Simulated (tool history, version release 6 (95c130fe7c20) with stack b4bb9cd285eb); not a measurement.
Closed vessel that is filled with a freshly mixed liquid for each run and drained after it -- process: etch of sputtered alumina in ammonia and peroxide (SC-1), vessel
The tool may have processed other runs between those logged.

run	hour	temperature setpoint of the liquid (K)	parts of 29 % ammonia solution to one part of 30 % peroxide (parts by volume)	time in the liquid (s)	thickness taken off the sputtered alumina on a monitor wafer (Å)
1	0.0	326.15	0.65	440	309.70
2	7.3	326.15	0.65	475	336.76
3	11.7	326.15	0.65	475	334.56
4	15.6	323.15	0.65	475	283.48
5	19.1	321.15	0.65	475	255.61
6	28.2	319.65	0.65	475	234.99
7	34.1	319.65	0.65	475	234.17
8	42.7	318.65	0.65	475	221.46
9	49.1	318.15	0.65	475	214.94
10	57.8	317.65	0.65	475	208.80

Run 11 comes next. What will it give?
11	61.5	317.15	0.65	475	?

thickness taken off the sputtered alumina on a monitor wafer (Å): 201.36
